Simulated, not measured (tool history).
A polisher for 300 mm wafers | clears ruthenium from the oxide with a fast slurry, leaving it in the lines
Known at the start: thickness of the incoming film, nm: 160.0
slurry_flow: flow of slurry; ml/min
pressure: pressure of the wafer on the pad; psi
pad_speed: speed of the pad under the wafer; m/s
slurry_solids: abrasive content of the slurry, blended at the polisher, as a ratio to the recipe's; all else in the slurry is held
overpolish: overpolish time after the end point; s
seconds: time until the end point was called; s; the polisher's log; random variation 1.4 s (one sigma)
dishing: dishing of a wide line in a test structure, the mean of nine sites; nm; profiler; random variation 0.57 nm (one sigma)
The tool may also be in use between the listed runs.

run,hour,slurry_flow,pressure,pad_speed,slurry_solids,overpolish,seconds,dishing
1,0.0,195,1.9,0.94,1.00,17,52.627,34.744
2,3.7,195,1.7,0.94,1.00,18,57.762,32.375
3,5.0,195,1.6,0.92,1.00,19,64.021,32.367
4,14.0,195,1.5,0.92,1.00,19,67.765,31.749
5,17.5,195,1.4,0.92,1.00,19,68.199,29.692
6,20.1,195,1.4,0.92,1.15,19,66.659,30.189
7,22.5,195,1.3,0.92,1.15,20,72.146,30.060

Run 8 comes next. What will it give?
8,29.7,195,1.2,0.92,1.15,21,?,?

Run 8 gave seconds 75.821 s, dishing 29.918 nm.

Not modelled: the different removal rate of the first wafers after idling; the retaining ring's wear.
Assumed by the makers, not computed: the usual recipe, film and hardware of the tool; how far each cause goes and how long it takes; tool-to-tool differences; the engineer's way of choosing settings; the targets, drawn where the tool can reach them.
